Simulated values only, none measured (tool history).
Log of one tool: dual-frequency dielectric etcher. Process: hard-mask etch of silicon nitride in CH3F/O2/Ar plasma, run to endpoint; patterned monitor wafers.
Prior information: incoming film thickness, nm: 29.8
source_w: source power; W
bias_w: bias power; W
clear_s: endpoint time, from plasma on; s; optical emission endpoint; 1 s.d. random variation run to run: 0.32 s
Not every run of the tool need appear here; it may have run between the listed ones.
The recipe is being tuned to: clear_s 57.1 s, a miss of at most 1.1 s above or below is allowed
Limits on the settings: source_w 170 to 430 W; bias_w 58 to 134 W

| run | hour | source_w | bias_w | clear_s |
|---|---|---|---|---|
| 1 | 0 | 300 | 96 | 45.042 |
| 2 | 2.8 | 300 | 102 | 44.055 |
| 3 | 11.1 | 300 | 89 | 46.548 |
| 4 | 14 | 290 | 88 | 47.585 |
| 5 | 16 | 290 | 105 | 44.787 |
| 6 | 24.3 | 290 | 90 | 47.674 |
| 7 | 28.4 | 280 | 90 | 48.153 |
| 8 | 33.5 | 270 | 90 | 48.914 |
| 9 | 37.5 | 260 | 90 | 50.065 |
| 10 | 42 | 250 | 90 | 51.469 |
| 11 | 43 | 220 | 89 | 55.784 |

Exactly one of the 4 candidate moves below puts every result within its allowed miss. Which one?
| A | 44 | 250 | 67 | ? |
| B | 44 | 200 | 87 | ? |
| C | 44 | 200 | 85 | ? |
| D | 44 | 200 | 86 | ? |

| move | clear_s |
|---|---|
| A | 56.245 |
| B | 58.732 |
| C | 59.237 |
| D | 58.983 |
A: every result lands within tolerance
B: carries the result that was furthest off beyond its target, to the other side
C: carries the result that was furthest off beyond its target, to the other side
D: carries the result that was furthest off beyond its target, to the other side
A meets every target.

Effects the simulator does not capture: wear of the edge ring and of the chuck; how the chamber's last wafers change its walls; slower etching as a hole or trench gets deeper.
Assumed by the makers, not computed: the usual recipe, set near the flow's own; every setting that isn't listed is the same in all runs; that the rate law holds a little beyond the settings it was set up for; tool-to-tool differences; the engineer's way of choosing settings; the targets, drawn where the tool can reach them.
